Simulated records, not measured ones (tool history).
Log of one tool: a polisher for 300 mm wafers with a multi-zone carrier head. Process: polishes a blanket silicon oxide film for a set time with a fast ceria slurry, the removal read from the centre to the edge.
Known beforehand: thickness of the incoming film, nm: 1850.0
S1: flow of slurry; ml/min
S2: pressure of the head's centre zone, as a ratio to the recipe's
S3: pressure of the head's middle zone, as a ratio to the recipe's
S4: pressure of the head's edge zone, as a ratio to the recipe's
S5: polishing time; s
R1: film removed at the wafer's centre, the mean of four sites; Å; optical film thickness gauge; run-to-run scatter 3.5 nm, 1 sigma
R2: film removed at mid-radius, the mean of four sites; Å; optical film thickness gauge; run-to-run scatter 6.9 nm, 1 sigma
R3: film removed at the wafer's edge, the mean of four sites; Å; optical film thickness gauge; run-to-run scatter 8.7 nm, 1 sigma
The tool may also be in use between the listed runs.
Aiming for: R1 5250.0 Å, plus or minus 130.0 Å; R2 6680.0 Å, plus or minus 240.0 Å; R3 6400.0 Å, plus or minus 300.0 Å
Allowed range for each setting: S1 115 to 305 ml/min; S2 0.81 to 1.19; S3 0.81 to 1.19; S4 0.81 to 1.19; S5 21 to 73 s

| run | hour | S1 | S2 | S3 | S4 | S5 | R1 | R2 | R3 |
|---|---|---|---|---|---|---|---|---|---|
| 1 | 0.0 | 195 | 1.00 | 1.00 | 1.00 | 47 | 7498.3 | 7697.3 | 7674.8 |
| 2 | 2.4 | 195 | 1.00 | 0.94 | 1.00 | 47 | 7536.8 | 7278.5 | 7585.6 |
| 3 | 11.4 | 195 | 1.00 | 0.94 | 1.00 | 43 | 6854.2 | 6811.5 | 7061.1 |
| 4 | 16.3 | 185 | 0.95 | 0.95 | 0.98 | 43 | 6459.4 | 6647.8 | 6859.6 |
| 5 | 25.2 | 175 | 0.91 | 0.98 | 0.97 | 43 | 6064.6 | 6743.8 | 6753.2 |
| 6 | 30.9 | 175 | 0.91 | 0.98 | 0.93 | 43 | 6018.7 | 6743.1 | 6737.9 |
| 7 | 31.8 | 165 | 0.89 | 0.99 | 0.92 | 43 | 5892.5 | 6862.8 | 6563.8 |
| 8 | 33.3 | 165 | 0.89 | 0.99 | 0.92 | 43 | 5885.6 | 6748.4 | 6608.9 |
| 9 | 39.4 | 155 | 0.87 | 1.00 | 0.92 | 43 | 5673.0 | 6781.0 | 6503.2 |
| 10 | 41.4 | 150 | 0.86 | 1.00 | 0.92 | 43 | 5598.2 | 6603.1 | 6424.4 |
| 11 | 43.8 | 150 | 0.85 | 1.01 | 0.93 | 43 | 5448.4 | 6714.6 | 6597.1 |
| 12 | 45.2 | 145 | 0.85 | 1.02 | 0.92 | 43 | 5360.9 | 6751.6 | 6480.4 |
| 13 | 52.3 | 140 | 0.85 | 1.02 | 0.92 | 43 | 5382.0 | 6630.9 | 6410.8 |

Of the 4 settings listed for the next run, only one would bring every result within its allowed miss of target. Which one?
| A | 59.4 | 160 | 0.87 | 1.09 | 0.89 | 39 | ? | ? | ? |
| B | 59.4 | 145 | 0.86 | 1.06 | 0.89 | 43 | ? | ? | ? |
| C | 59.4 | 120 | 0.83 | 1.02 | 0.90 | 45 | ? | ? | ? |
| D | 59.4 | 175 | 0.82 | 1.02 | 0.84 | 44 | ? | ? | ? |

| move | R1 | R2 | R3 |
|---|---|---|---|
| A | 5131.6 | 6638.0 | 5935.0 |
| B | 5457.1 | 6995.4 | 6446.6 |
| C | 5207.0 | 6745.8 | 6554.2 |
| D | 5559.2 | 7204.3 | 6612.8 |
A: meets the target for the result that was furthest off, but another lies outside its allowed miss
B: further off than the last run
C: meets every target
D: further off than the last run
Answer: C

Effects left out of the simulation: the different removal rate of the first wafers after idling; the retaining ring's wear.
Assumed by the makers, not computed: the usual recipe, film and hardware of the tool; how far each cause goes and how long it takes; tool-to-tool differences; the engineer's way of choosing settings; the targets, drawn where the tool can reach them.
